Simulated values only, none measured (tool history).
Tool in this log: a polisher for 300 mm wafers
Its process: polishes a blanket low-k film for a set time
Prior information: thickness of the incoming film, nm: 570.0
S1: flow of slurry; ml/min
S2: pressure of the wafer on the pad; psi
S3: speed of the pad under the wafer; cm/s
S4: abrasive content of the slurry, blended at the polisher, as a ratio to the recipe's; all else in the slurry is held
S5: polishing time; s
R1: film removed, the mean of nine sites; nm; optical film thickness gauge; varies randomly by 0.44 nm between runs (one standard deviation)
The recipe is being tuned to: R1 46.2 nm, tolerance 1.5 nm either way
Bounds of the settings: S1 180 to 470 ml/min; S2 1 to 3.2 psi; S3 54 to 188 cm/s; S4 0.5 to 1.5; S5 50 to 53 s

run 1 hour=0 | S1=300 S2=2.1 S3=120 S4=1 S5=50 | R1=26.747
run 2 hour=6.5 | S1=300 S2=2.5 S3=122 S4=1 S5=50 | R1=31.457
run 3 hour=13.1 | S1=300 S2=2.7 S3=128 S4=1 S5=50 | R1=35.049
run 4 hour=20.8 | S1=300 S2=2.9 S3=132 S4=1 S5=50 | R1=39.381
run 5 hour=26.5 | S1=300 S2=3 S3=134 S4=1 S5=50 | R1=40.482
run 6 hour=32.8 | S1=370 S2=3 S3=134 S4=1 S5=50 | R1=42.049
run 7 hour=40.8 | S1=370 S2=3.1 S3=134 S4=1 S5=50 | R1=42.726
run 8 hour=48.6 | S1=370 S2=3.1 S3=136 S4=1 S5=50 | R1=43.491
run 9 hour=56.9 | S1=370 S2=3.1 S3=138 S4=1 S5=50 | R1=43.927

Pick the move, out of 4, that brings all results within their allowed miss; only one does.
run A hour=65.2 | S1=400 S2=3.1 S3=150 S4=0.8 S5=50 | R1=?
run B hour=65.2 | S1=365 S2=2.9 S3=128 S4=1.05 S5=51 | R1=?
run C hour=65.2 | S1=440 S2=2.9 S3=130 S4=0.95 S5=52 | R1=?
run D hour=65.2 | S1=345 S2=3.2 S3=132 S4=1 S5=53 | R1=?

move=A R1=41.66
move=B R1=40.34
move=C R1=40.098
move=D R1=45.976
A: further off than the last run
B: further off than the last run
C: further off than the last run
D: each result inside its tolerance
Answer: D
